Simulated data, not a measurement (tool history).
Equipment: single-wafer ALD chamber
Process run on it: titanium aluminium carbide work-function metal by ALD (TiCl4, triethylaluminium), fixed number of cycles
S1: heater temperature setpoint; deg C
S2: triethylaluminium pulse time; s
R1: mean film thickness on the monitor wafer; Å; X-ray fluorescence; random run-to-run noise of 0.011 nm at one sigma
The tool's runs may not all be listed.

Run 1, hour 0: S1 280 deg C, S2 7.13 s. Result: R1 17.668 Å.
Run 2, hour 5.4: S1 276 deg C, S2 7.13 s. Result: R1 17.081 Å.
Run 3, hour 12.1: S1 276 deg C, S2 5.23 s. Result: R1 16.169 Å.
Run 4, hour 18.2: S1 276 deg C, S2 7.02 s. Result: R1 17.167 Å.
Run 5, hour 26.9: S1 280 deg C, S2 7.02 s. Result: R1 17.58 Å.
Run 6, hour 27.9: S1 280 deg C, S2 7.84 s. Result: R1 17.797 Å.
Run 7, hour 32.8: S1 283 deg C, S2 8.02 s. Result: R1 18.076 Å.

Run 8 is up next; what results do you expect?
Run 8, hour 36.3: S1 286 deg C, S2 8.28 s. Result: R1 ?.

Run 8 came out at R1 18.509 Å.
